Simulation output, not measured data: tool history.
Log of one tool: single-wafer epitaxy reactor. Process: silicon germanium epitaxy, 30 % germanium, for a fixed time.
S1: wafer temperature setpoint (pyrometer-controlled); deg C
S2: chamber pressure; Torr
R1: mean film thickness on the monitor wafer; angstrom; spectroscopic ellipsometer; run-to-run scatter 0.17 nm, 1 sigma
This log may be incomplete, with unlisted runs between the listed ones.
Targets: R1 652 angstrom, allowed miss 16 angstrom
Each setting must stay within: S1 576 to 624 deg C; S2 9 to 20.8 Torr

{"run": 1, "hour": 0.0, "S1": 600, "S2": 14.9, "R1": 519.98}
{"run": 2, "hour": 3.4, "S1": 603, "S2": 15, "R1": 550.98}
{"run": 3, "hour": 8.5, "S1": 605, "S2": 15.1, "R1": 573.93}
{"run": 4, "hour": 11.6, "S1": 607, "S2": 15.1, "R1": 594.94}
{"run": 5, "hour": 17.4, "S1": 607, "S2": 13.3, "R1": 567.94}
{"run": 6, "hour": 25.9, "S1": 609, "S2": 13.3, "R1": 589.26}
{"run": 7, "hour": 27.7, "S1": 610, "S2": 13.3, "R1": 600.75}
{"hour": 36.5, "done": "capacitance manometer re-zeroed and calibrated"}
{"run": 8, "hour": 36.5, "S1": 610, "S2": 13.3, "R1": 615.54}
{"run": 9, "hour": 42.8, "S1": 611, "S2": 13.3, "R1": 624.89}

Which of these 4 next moves meets every target?
{"run": "A", "hour": 49.1, "S1": 610, "S2": 15.3, "R1": "?"}
{"run": "B", "hour": 49.1, "S1": 608, "S2": 14.6, "R1": "?"}
{"run": "C", "hour": 49.1, "S1": 610, "S2": 13.3, "R1": "?"}
{"run": "D", "hour": 49.1, "S1": 610, "S2": 13.8, "R1": "?"}

move=A R1=651.39
move=B R1=616.35
move=C R1=618.12
move=D R1=626.69
A: all results in spec
B: moves away from the targets compared with the last run
C: moves away from the targets compared with the last run
D: moves toward the targets from the last run without getting all of them in spec
Correct choice: A, which meets every target
